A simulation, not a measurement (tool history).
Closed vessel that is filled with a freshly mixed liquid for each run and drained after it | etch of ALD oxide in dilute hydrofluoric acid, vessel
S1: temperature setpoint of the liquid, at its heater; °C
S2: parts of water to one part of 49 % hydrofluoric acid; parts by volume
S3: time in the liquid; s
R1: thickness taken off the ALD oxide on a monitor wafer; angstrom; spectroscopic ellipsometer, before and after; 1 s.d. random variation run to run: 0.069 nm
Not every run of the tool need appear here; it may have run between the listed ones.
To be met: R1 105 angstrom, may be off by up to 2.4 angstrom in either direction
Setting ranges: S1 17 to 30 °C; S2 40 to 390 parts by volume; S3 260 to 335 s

run 1 hour=0 | S1=22 S2=215 S3=335 | R1=221.43
run 2 hour=9.4 | S1=21.5 S2=230 S3=335 | R1=198.24
run 3 hour=14.2 | S1=21.5 S2=180 S3=335 | R1=265.99
run 4 hour=22.6 | S1=24.5 S2=180 S3=335 | R1=299.62
run 5 hour=26.7 | S1=21.5 S2=180 S3=335 | R1=264.47
run 6 hour=31.1 | S1=21.5 S2=230 S3=335 | R1=199.67
run 7 hour=33.1 | S1=21 S2=245 S3=335 | R1=177.53
run 8 hour=35.8 | S1=20.5 S2=255 S3=335 | R1=170.33
run 9 hour=44.6 | S1=20 S2=265 S3=335 | R1=157.47
-- hour=53.5 hydrofluoric acid flow meter replaced
run 10 hour=53.5 | S1=19.5 S2=275 S3=335 | R1=163.21

Below are 4 possible settings for the next run. Only one of them brings all results inside the allowed miss of their targets. Which is it?
run A hour=62.4 | S1=17 S2=295 S3=260 | R1=?
run B hour=62.4 | S1=20.5 S2=320 S3=265 | R1=?
run C hour=62.4 | S1=22 S2=330 S3=260 | R1=?
run D hour=62.4 | S1=20.5 S2=155 S3=335 | R1=?

move=A R1=105.2
move=B R1=110.08
move=C R1=109.47
move=D R1=336.57
A: every result within its allowed miss
B: better than the last run, though not everything is in spec
C: better than the last run, though not everything is in spec
D: further off than the last run
Move A is the one to make.

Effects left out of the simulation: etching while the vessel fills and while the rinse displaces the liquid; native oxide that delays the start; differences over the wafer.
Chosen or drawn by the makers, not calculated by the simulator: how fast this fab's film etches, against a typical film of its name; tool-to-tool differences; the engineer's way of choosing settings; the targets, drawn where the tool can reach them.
